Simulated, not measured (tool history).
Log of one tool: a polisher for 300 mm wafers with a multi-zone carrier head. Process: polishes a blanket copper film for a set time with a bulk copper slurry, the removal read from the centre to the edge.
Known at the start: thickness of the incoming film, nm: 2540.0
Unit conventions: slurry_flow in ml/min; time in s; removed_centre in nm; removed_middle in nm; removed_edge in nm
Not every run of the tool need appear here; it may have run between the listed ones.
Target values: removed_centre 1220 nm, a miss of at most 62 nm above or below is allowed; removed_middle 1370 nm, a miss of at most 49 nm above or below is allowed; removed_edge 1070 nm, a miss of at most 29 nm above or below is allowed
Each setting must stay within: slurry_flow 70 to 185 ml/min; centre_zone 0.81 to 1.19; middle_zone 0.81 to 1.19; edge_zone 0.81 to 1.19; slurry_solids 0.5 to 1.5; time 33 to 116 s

run	hour	slurry_flow	centre_zone	middle_zone	edge_zone	slurry_solids	time	removed_centre	removed_middle	removed_edge
1	0	120	1	1	1	1	74	928.21	952.77	921.53
2	7	130	1.01	1.03	1	1.05	74	959.38	986.33	932.6
3	10.7	155	1.01	1.03	1	1.05	74	1003	1034	958.59
4	15.3	185	1.01	1.03	1	1.05	74	1045.4	1059	982.35
5	16.4	185	1.01	1.03	0.93	1.05	74	1059.3	1075.3	949.15
6	22.1	185	1.01	1.05	0.93	1.1	75	1078.7	1110.6	961.82
7	30.3	185	1.01	1.07	0.93	1.15	76	1055.9	1143.5	987.95
8	37.4	185	1.11	1.17	0.83	1.35	83	1368.3	1377.4	1037.4
9	41.8	185	1.09	1.17	0.84	1.35	83	1309.4	1389.4	1063.1
10	43	185	1.08	1.17	0.84	1.35	83	1329.7	1400.6	1054
11	47.2	185	1.07	1.17	0.85	1.35	83	1271.7	1379.1	1068.9

5 candidate next runs follow, results not yet known. Just one meets every target within its allowed miss. Identify it.
A	51.4	185	1.09	1.19	0.82	1.45	80	?	?	?
B	51.4	155	1.03	1.17	0.87	1.4	84	?	?	?
C	51.4	185	1.03	1.19	0.84	1.3	86	?	?	?
D	51.4	150	1.09	1.19	0.96	1.35	86	?	?	?
E	51.4	185	1.1	1.14	0.85	1.4	84	?	?	?

move	removed_centre	removed_middle	removed_edge
A	1269.5	1388.4	1008.4
B	1208.1	1384.5	1056.5
C	1265.3	1465.4	1075.4
D	1292.1	1419.6	1119.4
E	1336.7	1396.2	1070
A: puts the biggest miss on target and leaves a different result outside tolerance
B: hits every target within its allowed miss
C: puts the biggest miss on target and leaves a different result outside tolerance
D: misses by more than the last run did
E: misses by more than the last run did
Answer: B
